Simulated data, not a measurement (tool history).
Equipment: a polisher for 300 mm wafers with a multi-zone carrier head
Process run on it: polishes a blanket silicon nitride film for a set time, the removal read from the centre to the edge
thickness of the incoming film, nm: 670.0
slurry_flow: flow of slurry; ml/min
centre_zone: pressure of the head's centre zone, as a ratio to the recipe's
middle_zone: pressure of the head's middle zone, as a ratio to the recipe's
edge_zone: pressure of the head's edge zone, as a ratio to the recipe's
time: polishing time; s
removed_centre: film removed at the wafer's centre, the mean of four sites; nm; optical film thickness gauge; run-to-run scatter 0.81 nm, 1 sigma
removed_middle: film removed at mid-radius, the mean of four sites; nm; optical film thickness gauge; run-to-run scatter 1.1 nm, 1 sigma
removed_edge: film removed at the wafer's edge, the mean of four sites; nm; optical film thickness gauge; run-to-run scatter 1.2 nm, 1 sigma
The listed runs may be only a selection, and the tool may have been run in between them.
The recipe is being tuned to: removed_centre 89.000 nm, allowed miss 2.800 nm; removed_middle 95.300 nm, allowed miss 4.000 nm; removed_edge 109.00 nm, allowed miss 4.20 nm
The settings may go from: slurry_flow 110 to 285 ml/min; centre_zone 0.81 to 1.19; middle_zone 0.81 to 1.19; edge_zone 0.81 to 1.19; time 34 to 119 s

run,day,slurry_flow,centre_zone,middle_zone,edge_zone,time,removed_centre,removed_middle,removed_edge
1,0.000,180,1.00,1.00,1.00,76,184.550,198.760,202.63
2,0.304,150,1.00,1.00,1.00,76,180.480,194.820,196.24
3,0.333,150,1.00,1.06,1.00,76,178.830,198.980,195.07
4,0.442,110,1.00,1.06,1.00,76,167.110,189.110,187.67
5,0.800,110,1.00,1.06,1.00,76,165.820,192.500,186.86
6,0.917,110,1.00,1.06,1.05,76,167.330,188.220,191.59
7,1.050,110,0.98,1.00,1.04,65,140.970,155.560,165.18
8,1.283,110,0.97,0.98,1.04,57,121.740,134.730,143.16
9,1.625,110,0.89,0.88,0.99,42,81.346,93.071,105.18
10,1.792,155,0.94,0.86,1.00,42,91.882,100.190,110.17
11,1.962,150,0.94,0.85,1.00,42,92.517,96.674,110.54
12,2.083,145,0.94,0.85,1.00,42,91.678,96.004,107.55
13,2.167,145,0.94,0.85,1.01,42,91.462,95.127,111.48

4 next moves are on the table. One of them brings every result within its allowed miss. Which?
A,2.250,145,0.92,0.86,1.17,42,?,?,?
B,2.250,145,1.03,0.88,1.07,40,?,?,?
C,2.250,155,0.91,0.81,0.99,44,?,?,?
D,2.250,110,0.94,0.89,1.03,43,?,?,?

move,removed_centre,removed_middle,removed_edge
A,89.493,97.447,115.10
B,95.583,94.103,104.76
C,93.876,99.557,111.95
D,88.207,96.701,106.49
A: brings the last run's worst result on target, with another outside its allowed miss
B: its largest miss is bigger than the last run's
C: its largest miss is bigger than the last run's
D: each result inside its tolerance
Go with D: it meets all targets.

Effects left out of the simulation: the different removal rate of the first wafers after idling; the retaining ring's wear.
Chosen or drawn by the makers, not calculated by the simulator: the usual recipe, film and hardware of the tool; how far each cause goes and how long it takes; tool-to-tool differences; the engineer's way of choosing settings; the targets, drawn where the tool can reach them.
